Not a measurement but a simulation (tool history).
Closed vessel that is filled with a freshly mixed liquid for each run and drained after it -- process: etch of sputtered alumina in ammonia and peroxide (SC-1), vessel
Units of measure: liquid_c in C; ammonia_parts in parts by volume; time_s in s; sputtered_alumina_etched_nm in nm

| run | hour | liquid_c | ammonia_parts | time_s | sputtered_alumina_etched_nm |
|---|---|---|---|---|---|
| 1 | 0 | 62 | 0.9 | 185 | 18.474 |
| 2 | 2.2 | 59 | 0.9 | 185 | 15.898 |
| 3 | 7.7 | 63 | 0.9 | 185 | 19.144 |
| 4 | 15.4 | 68.5 | 0.9 | 185 | 25.354 |
| 5 | 16.5 | 62 | 0.9 | 185 | 18.463 |
| 6 | 25.5 | 56.5 | 0.9 | 185 | 14.015 |
| 7 | 32.9 | 55.5 | 0.9 | 185 | 13.036 |

What will run 8 give?
| 8 | 34.2 | 55 | 0.9 | 185 | ? |

sputtered_alumina_etched_nm: 12.853 nm
